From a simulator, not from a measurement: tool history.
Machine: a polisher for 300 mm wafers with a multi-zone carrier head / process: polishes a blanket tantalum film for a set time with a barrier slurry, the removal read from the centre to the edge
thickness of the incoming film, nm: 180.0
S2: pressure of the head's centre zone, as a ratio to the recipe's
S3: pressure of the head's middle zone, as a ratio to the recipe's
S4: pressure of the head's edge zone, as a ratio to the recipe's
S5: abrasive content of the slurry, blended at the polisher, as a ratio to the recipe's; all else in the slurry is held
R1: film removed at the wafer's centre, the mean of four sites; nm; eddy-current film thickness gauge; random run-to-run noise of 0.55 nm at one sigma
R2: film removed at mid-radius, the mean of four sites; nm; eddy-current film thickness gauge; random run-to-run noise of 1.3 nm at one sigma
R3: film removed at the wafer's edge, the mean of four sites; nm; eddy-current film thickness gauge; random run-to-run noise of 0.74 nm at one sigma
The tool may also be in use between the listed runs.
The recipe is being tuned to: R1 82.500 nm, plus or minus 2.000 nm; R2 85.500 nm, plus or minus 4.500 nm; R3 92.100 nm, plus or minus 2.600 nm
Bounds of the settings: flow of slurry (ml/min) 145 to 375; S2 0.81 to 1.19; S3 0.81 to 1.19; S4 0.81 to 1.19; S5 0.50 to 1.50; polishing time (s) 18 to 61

Run 1, day 0.000: flow of slurry (ml/min) 240, S2 1.00, S3 1.00, S4 1.00, S5 1.00, polishing time (s) 39. Result: R1 75.274 nm, R2 76.337 nm, R3 76.500 nm.
Run 2, day 0.188: flow of slurry (ml/min) 215, S2 1.00, S3 1.00, S4 1.00, S5 1.00, polishing time (s) 39. Result: R1 73.933 nm, R2 77.134 nm, R3 75.547 nm.
Run 3, day 0.229: flow of slurry (ml/min) 215, S2 1.00, S3 1.00, S4 1.06, S5 1.00, polishing time (s) 39. Result: R1 74.014 nm, R2 75.138 nm, R3 77.605 nm.
Run 4, day 0.446: flow of slurry (ml/min) 275, S2 1.00, S3 1.00, S4 1.06, S5 1.00, polishing time (s) 39. Result: R1 75.404 nm, R2 78.812 nm, R3 78.877 nm.
Run 5, day 0.483: flow of slurry (ml/min) 320, S2 1.00, S3 1.00, S4 1.06, S5 1.00, polishing time (s) 39. Result: R1 76.228 nm, R2 79.351 nm, R3 78.234 nm.
Run 6, day 0.771: flow of slurry (ml/min) 320, S2 1.04, S3 1.00, S4 1.06, S5 1.00, polishing time (s) 39. Result: R1 79.485 nm, R2 77.715 nm, R3 79.727 nm.
Run 7, day 1.000: flow of slurry (ml/min) 315, S2 1.03, S3 0.99, S4 1.08, S5 1.05, polishing time (s) 39. Result: R1 79.997 nm, R2 79.110 nm, R3 80.892 nm.
Run 8, day 1.146: flow of slurry (ml/min) 305, S2 1.01, S3 0.98, S4 1.10, S5 1.10, polishing time (s) 39. Result: R1 79.527 nm, R2 81.097 nm, R3 82.792 nm.
Run 9, day 1.254: flow of slurry (ml/min) 300, S2 1.00, S3 0.96, S4 1.12, S5 1.15, polishing time (s) 39. Result: R1 79.906 nm, R2 79.333 nm, R3 84.606 nm.
Run 10, day 1.367: flow of slurry (ml/min) 330, S2 0.97, S3 1.00, S4 1.19, S5 1.30, polishing time (s) 39. Result: R1 79.120 nm, R2 86.406 nm, R3 90.621 nm.
Run 11, day 1.671: flow of slurry (ml/min) 330, S2 0.97, S3 0.99, S4 1.19, S5 1.30, polishing time (s) 39. Result: R1 79.604 nm, R2 85.590 nm, R3 90.901 nm.

Consider the 5 candidate settings below. Which is the only one whose results all fall within their allowed miss of target?
Run A, day 1.975: flow of slurry (ml/min) 335, S2 0.87, S3 0.91, S4 1.19, S5 1.30, polishing time (s) 41. Result: R1 ?, R2 ?, R3 ?.
Run B, day 1.975: flow of slurry (ml/min) 350, S2 0.97, S3 0.98, S4 1.18, S5 1.45, polishing time (s) 39. Result: R1 ?, R2 ?, R3 ?.
Run C, day 1.975: flow of slurry (ml/min) 305, S2 0.93, S3 0.99, S4 1.19, S5 1.35, polishing time (s) 40. Result: R1 ?, R2 ?, R3 ?.
Run D, day 1.975: flow of slurry (ml/min) 355, S2 0.93, S3 1.01, S4 1.19, S5 1.10, polishing time (s) 41. Result: R1 ?, R2 ?, R3 ?.
Run E, day 1.975: flow of slurry (ml/min) 310, S2 0.99, S3 0.95, S4 1.19, S5 1.35, polishing time (s) 37. Result: R1 ?, R2 ?, R3 ?.

move      R1      R2      R3
   A  75.213  82.191  94.402
   B  82.146  85.467  91.745
   C  78.544  86.108  92.262
   D  77.653  86.456  90.801
   E  77.473  77.017  85.475
A: moves away from the targets compared with the last run
B: every result lands within tolerance
C: moves away from the targets compared with the last run
D: moves away from the targets compared with the last run
E: moves away from the targets compared with the last run
The right move is B.
